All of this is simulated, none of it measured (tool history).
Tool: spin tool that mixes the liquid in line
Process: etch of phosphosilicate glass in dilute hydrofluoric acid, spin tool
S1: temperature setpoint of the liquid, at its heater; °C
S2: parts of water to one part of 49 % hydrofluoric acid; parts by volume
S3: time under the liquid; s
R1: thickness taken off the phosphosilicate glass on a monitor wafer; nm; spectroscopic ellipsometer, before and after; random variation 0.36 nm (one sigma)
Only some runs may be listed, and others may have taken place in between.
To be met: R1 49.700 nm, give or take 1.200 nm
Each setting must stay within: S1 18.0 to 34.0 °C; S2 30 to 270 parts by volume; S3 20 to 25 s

{"run": 1, "hour": 0.0, "S1": 26.0, "S2": 150, "S3": 25, "R1": 26.961}
{"run": 2, "hour": 2.6, "S1": 24.0, "S2": 150, "S3": 25, "R1": 24.786}
{"run": 3, "hour": 10.9, "S1": 24.0, "S2": 200, "S3": 25, "R1": 17.512}
{"run": 4, "hour": 19.9, "S1": 26.5, "S2": 175, "S3": 25, "R1": 22.587}
{"run": 5, "hour": 22.0, "S1": 28.5, "S2": 155, "S3": 25, "R1": 28.06}
{"run": 6, "hour": 24.3, "S1": 28.5, "S2": 185, "S3": 25, "R1": 22.867}
{"run": 7, "hour": 31.7, "S1": 30.0, "S2": 165, "S3": 25, "R1": 27.515}
{"run": 8, "hour": 40.5, "S1": 31.0, "S2": 150, "S3": 25, "R1": 31.907}
{"run": 9, "hour": 48.0, "S1": 31.5, "S2": 140, "S3": 25, "R1": 35.718}
{"run": 10, "hour": 50.0, "S1": 32.0, "S2": 130, "S3": 25, "R1": 39.284}

Exactly one of the 4 candidate moves below puts every result within its allowed miss. Which one?
{"run": "A", "hour": 52.0, "S1": 33.0, "S2": 110, "S3": 25, "R1": "?"}
{"run": "B", "hour": 52.0, "S1": 34.0, "S2": 105, "S3": 25, "R1": "?"}
{"run": "C", "hour": 52.0, "S1": 27.0, "S2": 125, "S3": 25, "R1": "?"}
{"run": "D", "hour": 52.0, "S1": 29.5, "S2": 140, "S3": 20, "R1": "?"}

move=A R1=50.239
move=B R1=54.977
move=C R1=34.698
move=D R1=26.672
A: all results land within tolerance of their targets
B: the result that was furthest off in the last run now lies on the other side of its target
C: lands further from the targets than the last run did
D: lands further from the targets than the last run did
The move that meets every target is A.

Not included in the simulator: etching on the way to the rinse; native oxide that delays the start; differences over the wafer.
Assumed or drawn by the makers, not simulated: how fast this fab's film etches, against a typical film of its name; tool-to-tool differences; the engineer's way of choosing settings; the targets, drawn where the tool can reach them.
